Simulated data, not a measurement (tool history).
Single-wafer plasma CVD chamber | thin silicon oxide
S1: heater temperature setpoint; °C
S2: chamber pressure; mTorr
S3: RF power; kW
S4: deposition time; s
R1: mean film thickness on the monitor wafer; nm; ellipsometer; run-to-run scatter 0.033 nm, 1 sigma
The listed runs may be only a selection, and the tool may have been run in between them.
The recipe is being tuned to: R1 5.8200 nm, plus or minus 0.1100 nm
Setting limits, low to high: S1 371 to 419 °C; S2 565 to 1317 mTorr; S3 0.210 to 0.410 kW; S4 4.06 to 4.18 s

run,day,S1,S2,S3,S4,R1
1,0.000,395,941,0.310,4.06,9.0103
2,0.154,385,941,0.310,4.06,9.1228
3,0.442,385,941,0.310,4.06,9.0107
4,0.600,385,941,0.265,4.06,8.3441
5,0.721,385,823,0.255,4.06,7.0839
6,0.867,379,823,0.255,4.06,7.0965
7,0.896,379,768,0.255,4.06,6.6363
8,1.092,379,733,0.255,4.06,6.2607
9,1.338,379,716,0.255,4.06,6.0700
10,1.621,379,664,0.255,4.06,5.4354
11,1.821,378,676,0.255,4.06,5.6917
12,2.038,378,681,0.255,4.06,5.7072

Of the 5 settings listed for the next run, only one would bring every result within its allowed miss of target. Which one?
A,2.254,380,670,0.255,4.06,?
B,2.254,381,677,0.240,4.15,?
C,2.254,376,676,0.250,4.06,?
D,2.254,381,689,0.260,4.06,?
E,2.254,380,675,0.245,4.14,?

move,R1
A,5.5270
B,5.5084
C,5.5400
D,5.7985
E,5.5500
A: its largest miss is bigger than the last run's
B: its largest miss is bigger than the last run's
C: its largest miss is bigger than the last run's
D: every result within its allowed miss
E: its largest miss is bigger than the last run's
Correct choice: D, which meets every target

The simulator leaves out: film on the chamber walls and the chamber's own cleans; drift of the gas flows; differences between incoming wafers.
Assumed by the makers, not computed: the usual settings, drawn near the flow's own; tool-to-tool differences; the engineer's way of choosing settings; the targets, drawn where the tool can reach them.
